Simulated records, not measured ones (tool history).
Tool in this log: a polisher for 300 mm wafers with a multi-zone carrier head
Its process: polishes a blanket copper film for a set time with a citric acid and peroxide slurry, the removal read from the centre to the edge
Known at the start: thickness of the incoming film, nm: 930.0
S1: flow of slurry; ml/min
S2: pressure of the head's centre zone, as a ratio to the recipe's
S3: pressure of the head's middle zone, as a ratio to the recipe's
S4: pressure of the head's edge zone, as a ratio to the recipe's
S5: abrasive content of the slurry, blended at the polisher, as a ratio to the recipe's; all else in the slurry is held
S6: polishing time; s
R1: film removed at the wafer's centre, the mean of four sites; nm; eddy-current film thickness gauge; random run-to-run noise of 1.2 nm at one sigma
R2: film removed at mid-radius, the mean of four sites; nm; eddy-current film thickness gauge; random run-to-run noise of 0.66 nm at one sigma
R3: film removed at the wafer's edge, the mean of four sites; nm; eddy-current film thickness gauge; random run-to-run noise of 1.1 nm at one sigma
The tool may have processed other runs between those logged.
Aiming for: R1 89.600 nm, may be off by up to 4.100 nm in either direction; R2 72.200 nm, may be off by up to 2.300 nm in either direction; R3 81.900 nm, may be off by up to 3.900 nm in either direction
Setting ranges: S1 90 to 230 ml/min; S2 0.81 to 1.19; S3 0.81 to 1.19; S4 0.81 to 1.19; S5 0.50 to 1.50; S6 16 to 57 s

run  hour   S1    S2    S3    S4    S5  S6      R1      R2      R3
  1   0.0  150  1.00  1.00  1.00  1.00  36  68.209  68.658  65.975
  2   5.1  150  1.00  0.96  1.00  1.00  36  67.196  67.286  67.043
  3  10.1  160  1.04  0.94  1.03  1.05  36  72.877  66.559  68.817
  4  14.1  160  1.04  0.94  1.03  0.85  36  69.972  64.061  68.152
  5  17.4  160  0.96  0.94  1.03  0.85  36  64.522  64.695  67.782
  6  26.4  160  0.96  0.94  1.10  0.85  36  64.531  63.632  69.796
  7  30.1  170  1.00  0.94  1.11  0.90  37  71.802  67.041  72.166
  8  32.6  190  1.08  0.86  1.18  1.15  39  84.313  69.091  82.580

Which one of the following 5 next-run settings gets every result inside its allowed miss? There is exactly one.
  A  35.1  220  1.11  0.88  1.12  1.10  39   ?   ?   ?
  B  35.1  200  1.05  0.94  1.16  1.15  38   ?   ?   ?
  C  35.1  160  1.19  1.05  1.00  1.25  38   ?   ?   ?
  D  35.1  160  0.99  0.91  1.15  1.30  37   ?   ?   ?
  E  35.1  195  1.12  0.94  1.08  1.15  35   ?   ?   ?

move      R1      R2      R3
   A  89.412  70.634  81.455
   B  81.928  72.396  80.436
   C  91.142  78.142  74.711
   D  74.149  67.963  77.916
   E  80.237  66.448  71.616
A: all results land within tolerance of their targets
B: puts the biggest miss on target and leaves a different result outside tolerance
C: the result that was furthest off in the last run now lies on the other side of its target
D: the biggest miss grows against the last run
E: the biggest miss grows against the last run
The move that meets every target is A.
